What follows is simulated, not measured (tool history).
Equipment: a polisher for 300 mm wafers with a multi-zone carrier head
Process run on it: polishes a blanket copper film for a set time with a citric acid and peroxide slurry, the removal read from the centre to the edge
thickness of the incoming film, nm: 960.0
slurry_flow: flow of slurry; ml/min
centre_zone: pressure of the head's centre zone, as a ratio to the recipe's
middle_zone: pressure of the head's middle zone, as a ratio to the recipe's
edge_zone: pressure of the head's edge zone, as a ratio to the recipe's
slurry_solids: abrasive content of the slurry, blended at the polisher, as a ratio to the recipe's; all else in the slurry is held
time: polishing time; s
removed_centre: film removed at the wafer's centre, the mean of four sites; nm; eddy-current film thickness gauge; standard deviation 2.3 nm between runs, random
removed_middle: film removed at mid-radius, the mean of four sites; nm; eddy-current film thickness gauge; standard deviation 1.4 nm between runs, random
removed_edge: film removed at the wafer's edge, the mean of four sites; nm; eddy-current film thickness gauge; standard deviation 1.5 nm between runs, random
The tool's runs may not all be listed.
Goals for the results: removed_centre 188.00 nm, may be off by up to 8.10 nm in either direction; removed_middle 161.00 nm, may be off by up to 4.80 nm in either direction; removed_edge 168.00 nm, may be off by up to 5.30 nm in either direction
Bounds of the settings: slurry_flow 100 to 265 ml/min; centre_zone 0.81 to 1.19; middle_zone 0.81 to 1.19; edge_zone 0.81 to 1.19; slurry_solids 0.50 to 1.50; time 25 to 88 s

run 1 hour=0.0 | slurry_flow=170 centre_zone=1.00 middle_zone=1.00 edge_zone=1.00 slurry_solids=1.00 time=56 | removed_centre=123.17 removed_middle=122.94 removed_edge=123.00
run 2 hour=2.3 | slurry_flow=185 centre_zone=1.05 middle_zone=1.01 edge_zone=1.05 slurry_solids=1.15 time=58 | removed_centre=136.85 removed_middle=130.70 removed_edge=132.69
run 3 hour=5.4 | slurry_flow=185 centre_zone=1.05 middle_zone=1.01 edge_zone=1.11 slurry_solids=1.15 time=58 | removed_centre=139.66 removed_middle=130.82 removed_edge=135.98
run 4 hour=6.2 | slurry_flow=195 centre_zone=1.08 middle_zone=1.02 edge_zone=1.13 slurry_solids=1.25 time=61 | removed_centre=154.90 removed_middle=144.85 removed_edge=147.44
run 5 hour=9.0 | slurry_flow=230 centre_zone=1.08 middle_zone=1.02 edge_zone=1.13 slurry_solids=1.25 time=61 | removed_centre=160.43 removed_middle=145.30 removed_edge=149.77
run 6 hour=15.1 | slurry_flow=235 centre_zone=1.10 middle_zone=1.02 edge_zone=1.14 slurry_solids=1.35 time=62 | removed_centre=168.41 removed_middle=150.39 removed_edge=153.42
run 7 hour=16.5 | slurry_flow=235 centre_zone=1.11 middle_zone=1.01 edge_zone=1.15 slurry_solids=1.40 time=63 | removed_centre=169.01 removed_middle=150.79 removed_edge=157.18
run 8 hour=23.9 | slurry_flow=240 centre_zone=1.12 middle_zone=1.01 edge_zone=1.16 slurry_solids=1.40 time=64 | removed_centre=177.89 removed_middle=155.55 removed_edge=164.00
run 9 hour=24.6 | slurry_flow=245 centre_zone=1.13 middle_zone=1.02 edge_zone=1.17 slurry_solids=1.40 time=64 | removed_centre=177.45 removed_middle=160.26 removed_edge=161.50

Of the 5 settings listed for the next run, only one would bring every result within its allowed miss of target. Which one?
run A hour=25.3 | slurry_flow=225 centre_zone=0.94 middle_zone=0.92 edge_zone=1.19 slurry_solids=1.45 time=72 | removed_centre=? removed_middle=? removed_edge=?
run B hour=25.3 | slurry_flow=265 centre_zone=1.19 middle_zone=1.02 edge_zone=1.11 slurry_solids=1.45 time=63 | removed_centre=? removed_middle=? removed_edge=?
run C hour=25.3 | slurry_flow=265 centre_zone=1.16 middle_zone=0.85 edge_zone=1.19 slurry_solids=1.45 time=70 | removed_centre=? removed_middle=? removed_edge=?
run D hour=25.3 | slurry_flow=240 centre_zone=1.07 middle_zone=1.06 edge_zone=1.19 slurry_solids=1.50 time=59 | removed_centre=? removed_middle=? removed_edge=?
run E hour=25.3 | slurry_flow=250 centre_zone=1.06 middle_zone=0.91 edge_zone=0.96 slurry_solids=1.40 time=72 | removed_centre=? removed_middle=? removed_edge=?

move=A removed_centre=165.85 removed_middle=162.30 removed_edge=186.78
move=B removed_centre=188.34 removed_middle=157.84 removed_edge=160.32
move=C removed_centre=203.71 removed_middle=150.64 removed_edge=184.55
move=D removed_centre=157.40 removed_middle=151.92 removed_edge=154.65
move=E removed_centre=188.84 removed_middle=161.96 removed_edge=169.95
A: the biggest miss grows against the last run
B: the worst result of the last run now meets its target, but another is out of spec
C: the result that was furthest off in the last run now lies on the other side of its target
D: the biggest miss grows against the last run
E: meets every target
Correct choice: E, which meets every target
